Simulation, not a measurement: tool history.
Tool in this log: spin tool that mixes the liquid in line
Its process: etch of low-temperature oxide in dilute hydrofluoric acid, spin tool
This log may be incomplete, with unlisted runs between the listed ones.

run,hour,temperature setpoint of the liquid (C),parts of water to one part of 49 % hydrofluoric acid (parts by volume),time under the liquid (s),thickness taken off the low-temperature oxide on a monitor wafer (Å)
1,0,24,235,75,37.235
2,1.2,21,235,75,33.41
3,3.2,24,185,75,50.684
4,8.7,24,185,75,50.089
5,15.3,24,185,75,50.258
6,16.9,26.5,160,75,65.743
7,22.4,28,145,75,77.712
8,28.1,32,105,75,132.55
9,34.5,31.5,105,75,129.84
10,41.4,31,105,75,128.89
11,45.1,30.5,105,75,125.11
12,45.8,30,105,75,122.87
13,53,29.5,105,75,120.03
# hour 59.5: hydrofluoric acid flow meter replaced
14,59.5,29,105,75,134.43
15,67.1,29,110,75,128.49

For run 16, what comes out?
16,75,29,115,75,?

Run 16 came out at thickness taken off the low-temperature oxide on a monitor wafer (Å) 122.05.
